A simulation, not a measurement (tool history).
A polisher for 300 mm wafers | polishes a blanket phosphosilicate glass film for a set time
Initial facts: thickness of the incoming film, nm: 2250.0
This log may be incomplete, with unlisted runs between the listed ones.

run  hour  flow of slurry (ml/min)  pressure of the wafer on the pad (kPa)  speed of the pad under the wafer (m/s)  abrasive content of the slurry  polishing time (s)  film removed (nm)
  1     0                      125                                    17.2                                    0.84                               1                 112             680.36
  2   6.5                      125                                    17.2                                    0.84                            0.85                 112             636.35
  3   9.9                      140                                    18.6                                    0.84                            0.85                 112             701.19
  4  10.5                      150                                      20                                    0.84                            0.85                 112             758.99
  5  13.8                      155                                    20.7                                    0.84                            0.85                 112             777.29
  6  21.7                      155                                    20.7                                    0.84                               1                 112             824.85
  7  25.6                      155                                    21.4                                    0.84                               1                 112              850.7
  8  30.9                      155                                    21.4                                    0.84                               1                 112             843.18

Run 9 comes next. What will it give?
  9  31.6                      160                                    21.4                                    0.84                               1                 112                  ?

Run 9 came out at film removed (nm) 852.23.
